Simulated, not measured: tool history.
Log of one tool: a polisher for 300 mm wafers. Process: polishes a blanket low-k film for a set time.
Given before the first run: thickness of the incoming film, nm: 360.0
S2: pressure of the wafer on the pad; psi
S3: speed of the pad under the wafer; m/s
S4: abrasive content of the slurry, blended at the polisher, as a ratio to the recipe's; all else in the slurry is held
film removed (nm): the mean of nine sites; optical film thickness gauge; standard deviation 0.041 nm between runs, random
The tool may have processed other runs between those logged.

run 1 hour=0.0 | flow_of_slurry_(ml/min)=235 S2=1.7 S3=0.82 S4=1.0 polishing_time_(s)=31 | film_removed_(nm)=7.1802
run 2 hour=3.2 | flow_of_slurry_(ml/min)=235 S2=1.7 S3=0.82 S4=1.0 polishing_time_(s)=28 | film_removed_(nm)=6.4133
run 3 hour=10.4 | flow_of_slurry_(ml/min)=235 S2=1.7 S3=0.82 S4=0.9 polishing_time_(s)=28 | film_removed_(nm)=5.9884
run 4 hour=16.7 | flow_of_slurry_(ml/min)=235 S2=1.4 S3=0.82 S4=0.9 polishing_time_(s)=28 | film_removed_(nm)=5.0120
run 5 hour=20.8 | flow_of_slurry_(ml/min)=230 S2=1.3 S3=0.82 S4=0.9 polishing_time_(s)=28 | film_removed_(nm)=4.7093
run 6 hour=27.3 | flow_of_slurry_(ml/min)=230 S2=1.0 S3=0.82 S4=0.9 polishing_time_(s)=28 | film_removed_(nm)=3.7777
run 7 hour=29.1 | flow_of_slurry_(ml/min)=235 S2=1.1 S3=0.82 S4=0.9 polishing_time_(s)=28 | film_removed_(nm)=4.1173
run 8 hour=34.0 | flow_of_slurry_(ml/min)=240 S2=1.1 S3=0.82 S4=0.9 polishing_time_(s)=28 | film_removed_(nm)=4.1409
run 9 hour=35.5 | flow_of_slurry_(ml/min)=245 S2=1.1 S3=0.82 S4=0.9 polishing_time_(s)=28 | film_removed_(nm)=4.1244
-- hour=42.4 slurry blender recalibrated
run 10 hour=42.4 | flow_of_slurry_(ml/min)=255 S2=1.2 S3=0.82 S4=0.9 polishing_time_(s)=28 | film_removed_(nm)=5.2871

Run 11, settings as shown, results not yet in. Your forecast:
run 11 hour=50.7 | flow_of_slurry_(ml/min)=250 S2=1.2 S3=0.82 S4=0.9 polishing_time_(s)=28 | film_removed_(nm)=?

Run 11 yielded film removed (nm) 5.2456.
